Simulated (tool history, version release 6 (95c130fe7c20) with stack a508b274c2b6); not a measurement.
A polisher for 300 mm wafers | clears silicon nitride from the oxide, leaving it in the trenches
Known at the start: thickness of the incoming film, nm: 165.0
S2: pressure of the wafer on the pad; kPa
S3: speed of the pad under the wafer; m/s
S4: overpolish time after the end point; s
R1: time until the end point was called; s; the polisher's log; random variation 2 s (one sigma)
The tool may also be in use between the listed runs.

Run 1, day 0: flow of slurry (ml/min) 245, S2 20.7 kPa, S3 1.06 m/s, S4 34 s. Result: R1 151.24 s.
Run 2, day 0.242: flow of slurry (ml/min) 245, S2 20.7 kPa, S3 1.06 m/s, S4 36 s. Result: R1 152.43 s.
Run 3, day 0.371: flow of slurry (ml/min) 245, S2 18.6 kPa, S3 1.06 m/s, S4 36 s. Result: R1 167.76 s.
Run 4, day 0.471: flow of slurry (ml/min) 245, S2 23.4 kPa, S3 1.06 m/s, S4 36 s. Result: R1 136.77 s.
Run 5, day 0.75: flow of slurry (ml/min) 270, S2 23.4 kPa, S3 1.06 m/s, S4 36 s. Result: R1 133 s.
Run 6, day 1.071: flow of slurry (ml/min) 270, S2 23.4 kPa, S3 0.84 m/s, S4 36 s. Result: R1 169.77 s.
Run 7, day 1.275: flow of slurry (ml/min) 265, S2 22.1 kPa, S3 0.84 m/s, S4 36 s. Result: R1 176.34 s.
Run 8, day 1.333: flow of slurry (ml/min) 260, S2 20.7 kPa, S3 0.84 m/s, S4 36 s. Result: R1 191.34 s.
Run 9, day 1.396: flow of slurry (ml/min) 255, S2 20 kPa, S3 0.84 m/s, S4 36 s. Result: R1 196.4 s.

Run 10 comes next. What will it give?
At day 1.675: worn pad replaced by a new one.
Run 10, day 1.675: flow of slurry (ml/min) 255, S2 19.3 kPa, S3 0.84 m/s, S4 36 s. Result: R1 ?.

{"run 10": {"R1": 185.62}}

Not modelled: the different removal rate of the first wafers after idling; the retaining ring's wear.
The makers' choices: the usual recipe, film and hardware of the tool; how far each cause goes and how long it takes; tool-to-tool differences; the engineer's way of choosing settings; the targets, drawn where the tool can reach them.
